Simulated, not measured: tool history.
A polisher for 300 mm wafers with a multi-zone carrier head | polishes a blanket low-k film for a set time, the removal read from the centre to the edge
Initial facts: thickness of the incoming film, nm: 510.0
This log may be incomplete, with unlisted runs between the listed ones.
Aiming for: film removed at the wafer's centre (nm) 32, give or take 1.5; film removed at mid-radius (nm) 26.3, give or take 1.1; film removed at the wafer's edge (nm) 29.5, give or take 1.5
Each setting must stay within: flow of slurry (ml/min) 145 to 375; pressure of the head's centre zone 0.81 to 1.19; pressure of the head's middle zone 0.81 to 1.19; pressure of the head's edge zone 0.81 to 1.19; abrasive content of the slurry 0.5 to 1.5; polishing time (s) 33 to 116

| run | hour | flow of slurry (ml/min) | pressure of the head's centre zone | pressure of the head's middle zone | pressure of the head's edge zone | abrasive content of the slurry | polishing time (s) | film removed at the wafer's centre (nm) | film removed at mid-radius (nm) | film removed at the wafer's edge (nm) |
|---|---|---|---|---|---|---|---|---|---|---|
| 1 | 0 | 240 | 1 | 1 | 1 | 1 | 74 | 35.671 | 35.622 | 34.789 |
| 2 | 3.1 | 275 | 1 | 1 | 1 | 1 | 74 | 35.507 | 36.324 | 35.545 |
| 3 | 11.7 | 275 | 1 | 1 | 1 | 1.15 | 74 | 38.983 | 39.238 | 37.444 |
| 4 | 19.1 | 230 | 1 | 1 | 1 | 1.15 | 74 | 37.804 | 37.903 | 36.493 |
| 5 | 21.6 | 230 | 1 | 1.07 | 1 | 1.15 | 74 | 38.007 | 39.983 | 37.052 |
| 6 | 26.4 | 230 | 1 | 1.07 | 1 | 1.15 | 89 | 44.968 | 48.268 | 43.899 |
| 7 | 27.4 | 225 | 1.01 | 1.04 | 1 | 1.05 | 88 | 42.902 | 44.678 | 41.86 |
| 8 | 35.6 | 220 | 1.02 | 1.01 | 1 | 1 | 87 | 40.513 | 41.496 | 40.53 |
| 9 | 43.8 | 220 | 1.04 | 0.99 | 0.99 | 0.95 | 86 | 40.916 | 40.538 | 38.383 |
| 10 | 48.7 | 215 | 1.05 | 0.97 | 1 | 0.9 | 85 | 38.949 | 37.718 | 37.97 |
| 11 | 51.4 | 210 | 1.06 | 0.95 | 0.99 | 0.85 | 84 | 38.517 | 35.274 | 35.678 |
| 12 | 60.1 | 205 | 1.06 | 0.93 | 0.99 | 0.8 | 84 | 36.912 | 33.688 | 34.279 |
| 13 | 62.2 | 200 | 1.06 | 0.91 | 0.99 | 0.75 | 84 | 35.086 | 31.704 | 33.776 |
| 14 | 64.2 | 200 | 1.06 | 0.9 | 0.98 | 0.75 | 84 | 35.12 | 30.992 | 32.744 |
| 15 | 72.1 | 195 | 1.06 | 0.89 | 0.97 | 0.75 | 84 | 34.473 | 31.483 | 32.829 |
| 16 | 74.8 | 195 | 1.07 | 0.88 | 0.97 | 0.7 | 84 | 33.401 | 30.15 | 31.715 |
| 17 | 76 | 195 | 1.08 | 0.87 | 0.97 | 0.7 | 84 | 34.251 | 29.655 | 32.208 |
| 18 | 84.8 | 195 | 1.08 | 0.86 | 0.97 | 0.7 | 84 | 33.8 | 29.222 | 30.827 |
| 19 | 93.7 | 195 | 1.08 | 0.85 | 0.97 | 0.7 | 84 | 33.375 | 29.105 | 31.912 |
| 20 | 99.7 | 195 | 1.09 | 0.84 | 0.97 | 0.7 | 84 | 33.48 | 28.632 | 31.149 |

Exercise: of the 4 proposed moves below, exactly one satisfies all targets within the stated allowed misses. Which move is it?
| A | 105.7 | 195 | 1 | 0.9 | 0.94 | 0.75 | 77 | ? | ? | ? |
| B | 105.7 | 210 | 1.09 | 0.81 | 1 | 0.7 | 78 | ? | ? | ? |
| C | 105.7 | 180 | 1.12 | 0.84 | 0.98 | 0.75 | 84 | ? | ? | ? |
| D | 105.7 | 250 | 0.97 | 0.84 | 0.9 | 0.8 | 84 | ? | ? | ? |

| move | film removed at the wafer's centre (nm) | film removed at mid-radius (nm) | film removed at the wafer's edge (nm) |
|---|---|---|---|
| A | 30.533 | 29.036 | 29.473 |
| B | 32.269 | 26.66 | 29.577 |
| C | 36.005 | 29.846 | 32.329 |
| D | 35.119 | 32.623 | 33.796 |
A: the biggest miss grows against the last run
B: all results land within tolerance of their targets
C: the biggest miss grows against the last run
D: the biggest miss grows against the last run
B is the move that brings every result within its allowed miss.
